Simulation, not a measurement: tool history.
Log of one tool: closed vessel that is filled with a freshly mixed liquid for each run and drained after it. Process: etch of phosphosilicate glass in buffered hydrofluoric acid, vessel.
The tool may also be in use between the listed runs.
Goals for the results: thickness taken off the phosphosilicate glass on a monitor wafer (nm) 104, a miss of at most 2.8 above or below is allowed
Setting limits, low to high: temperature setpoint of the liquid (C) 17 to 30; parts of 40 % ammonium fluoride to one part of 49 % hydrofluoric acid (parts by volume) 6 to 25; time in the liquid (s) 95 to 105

run  hour  temperature setpoint of the liquid (C)  parts of 40 % ammonium fluoride to one part of 49 % hydrofluoric acid (parts by volume)  time in the liquid (s)  thickness taken off the phosphosilicate glass on a monitor wafer (nm)
  1     0                                      22                                                                                     15.5                      95                                                                 183.27
  2   5.9                                      21                                                                                     16.5                      95                                                                 163.78
  3  13.4                                      21                                                                                     16.5                     105                                                                 180.54
  4  14.2                                      21                                                                                     16.5                      95                                                                 162.53
  5  22.1                                      21                                                                                     16.5                     105                                                                 179.29
  6  23.8                                      18                                                                                     16.5                     105                                                                 153.53
  7  31.6                                      18                                                                                     17.5                     105                                                                 142.51
  8  38.5                                      18                                                                                     18.5                     105                                                                 137.85
  9  42.4                                      18                                                                                     19.5                     105                                                                 129.89
 10  50.7                                      18                                                                                       20                     105                                                                 126.98
 11  52.1                                      18                                                                                     20.5                     105                                                                 124.49
 12  55.9                                      18                                                                                       21                     105                                                                 123.36

Of the 4 settings listed for the next run, only one would bring every result within its allowed miss of target. Which one?
  A  59.7                                      18                                                                                     17.5                     105                                                                      ?
  B  59.7                                      17                                                                                     19.5                      95                                                                      ?
  C  59.7                                    18.5                                                                                       15                      95                                                                      ?
  D  59.7                                      17                                                                                       21                      95                                                                      ?

move  thickness taken off the phosphosilicate glass on a monitor wafer (nm)
   A                                                                    144
   B                                                                 110.57
   C                                                                 156.03
   D                                                                 104.27
A: misses by more than the last run did
B: moves toward the targets from the last run without getting all of them in spec
C: misses by more than the last run did
D: hits every target within its allowed miss
The right move is D.
